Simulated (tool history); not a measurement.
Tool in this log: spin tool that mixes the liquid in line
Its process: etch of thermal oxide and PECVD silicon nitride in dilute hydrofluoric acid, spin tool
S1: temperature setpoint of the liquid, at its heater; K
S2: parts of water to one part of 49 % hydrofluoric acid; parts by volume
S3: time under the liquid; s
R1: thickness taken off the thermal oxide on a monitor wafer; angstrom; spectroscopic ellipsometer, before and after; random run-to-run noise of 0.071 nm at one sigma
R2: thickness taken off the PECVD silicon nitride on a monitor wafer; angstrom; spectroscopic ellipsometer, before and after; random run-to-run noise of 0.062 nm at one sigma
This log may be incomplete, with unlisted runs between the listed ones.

run,hour,S1,S2,S3,R1,R2
1,0,294.15,100,180,72.829,48.006
2,1.4,294.65,90,185,85.985,56.919
3,9.9,294.65,90,260,121.32,79.864
4,10.9,294.65,80,255,135.15,87.349
5,11.9,294.65,70,250,152.75,97.892
6,15.6,294.65,95,250,109.57,71.936

For run 7, what comes out?
7,17.5,294.65,55,235,?,?

For run 7 the tool returned R1 185.71 angstrom, R2 116.39 angstrom.

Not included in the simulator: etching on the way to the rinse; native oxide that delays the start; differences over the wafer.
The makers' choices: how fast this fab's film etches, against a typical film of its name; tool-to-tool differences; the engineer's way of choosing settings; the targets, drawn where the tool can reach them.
